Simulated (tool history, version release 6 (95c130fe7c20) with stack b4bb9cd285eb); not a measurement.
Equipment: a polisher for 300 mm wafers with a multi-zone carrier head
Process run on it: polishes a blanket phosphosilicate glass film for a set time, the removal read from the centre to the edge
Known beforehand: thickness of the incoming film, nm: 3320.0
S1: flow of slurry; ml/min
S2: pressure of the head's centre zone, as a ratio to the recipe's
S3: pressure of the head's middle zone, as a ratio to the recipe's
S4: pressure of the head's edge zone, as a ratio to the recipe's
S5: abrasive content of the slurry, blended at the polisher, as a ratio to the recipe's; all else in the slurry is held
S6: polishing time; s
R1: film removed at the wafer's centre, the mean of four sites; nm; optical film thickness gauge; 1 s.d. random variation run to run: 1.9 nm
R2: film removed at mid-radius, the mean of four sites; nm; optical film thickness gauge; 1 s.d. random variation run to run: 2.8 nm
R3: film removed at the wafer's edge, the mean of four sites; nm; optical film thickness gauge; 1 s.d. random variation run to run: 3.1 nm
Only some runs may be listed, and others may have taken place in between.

| run | hour | S1 | S2 | S3 | S4 | S5 | S6 | R1 | R2 | R3 |
|---|---|---|---|---|---|---|---|---|---|---|
| 1 | 0 | 140 | 1 | 1 | 1 | 1 | 36 | 342.63 | 343.88 | 354.07 |
| 2 | 9 | 140 | 1 | 1 | 1 | 0.9 | 36 | 323.84 | 320.2 | 330 |
| 3 | 9.9 | 140 | 1 | 1 | 1 | 0.9 | 39 | 350.38 | 342.44 | 360.16 |
| 4 | 11.4 | 140 | 1 | 1.07 | 1 | 0.9 | 39 | 353.65 | 363.2 | 348.99 |
| 5 | 14.9 | 140 | 1 | 1.07 | 0.97 | 0.9 | 39 | 352.78 | 373.08 | 340.18 |
| 6 | 21.6 | 135 | 1 | 1.02 | 0.95 | 0.75 | 37 | 293.11 | 298.14 | 292.88 |

Run 7 has not been measured yet. What should we expect?
| 7 | 23.6 | 135 | 1.02 | 0.94 | 0.85 | 0.5 | 34 | ? | ? | ? |

R1: 190.95 nm
R2: 177.96 nm
R3: 177.94 nm
